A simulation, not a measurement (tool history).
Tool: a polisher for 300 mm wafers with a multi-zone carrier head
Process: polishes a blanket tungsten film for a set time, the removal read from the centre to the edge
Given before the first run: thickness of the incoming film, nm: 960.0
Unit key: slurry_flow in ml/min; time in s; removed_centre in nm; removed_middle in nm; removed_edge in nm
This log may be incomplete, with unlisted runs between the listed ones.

{"run": 1, "hour": 0.0, "slurry_flow": 150, "centre_zone": 1, "middle_zone": 1, "edge_zone": 1, "slurry_solids": 1, "time": 69, "removed_centre": 302.53, "removed_middle": 309.4, "removed_edge": 299.75}
{"run": 2, "hour": 6.3, "slurry_flow": 150, "centre_zone": 1, "middle_zone": 1, "edge_zone": 1, "slurry_solids": 1, "time": 85, "removed_centre": 372.71, "removed_middle": 381.44, "removed_edge": 377.27}
{"run": 3, "hour": 8.6, "slurry_flow": 165, "centre_zone": 1, "middle_zone": 1, "edge_zone": 1, "slurry_solids": 1, "time": 85, "removed_centre": 386.26, "removed_middle": 380.32, "removed_edge": 382.43}
{"run": 4, "hour": 12.3, "slurry_flow": 200, "centre_zone": 1, "middle_zone": 1, "edge_zone": 1, "slurry_solids": 1, "time": 85, "removed_centre": 391.57, "removed_middle": 392.87, "removed_edge": 394.28}
{"run": 5, "hour": 19.0, "slurry_flow": 215, "centre_zone": 1, "middle_zone": 1, "edge_zone": 1, "slurry_solids": 1, "time": 85, "removed_centre": 403.63, "removed_middle": 396.94, "removed_edge": 390.74}
{"run": 6, "hour": 22.6, "slurry_flow": 215, "centre_zone": 1, "middle_zone": 1, "edge_zone": 1, "slurry_solids": 1, "time": 77, "removed_centre": 361.83, "removed_middle": 364.68, "removed_edge": 353.88}
{"run": 7, "hour": 23.7, "slurry_flow": 200, "centre_zone": 1.01, "middle_zone": 0.96, "edge_zone": 0.98, "slurry_solids": 0.9, "time": 77, "removed_centre": 358.84, "removed_middle": 340.57, "removed_edge": 349.39}

Run 8 has not been measured yet. What should we expect?
{"run": 8, "hour": 29.7, "slurry_flow": 175, "centre_zone": 1.06, "middle_zone": 0.86, "edge_zone": 0.88, "slurry_solids": 0.65, "time": 67, "removed_centre": "?", "removed_middle": "?", "removed_edge": "?"}

{"run 8": {"removed_centre": 294.03, "removed_middle": 251.09, "removed_edge": 267.87}}
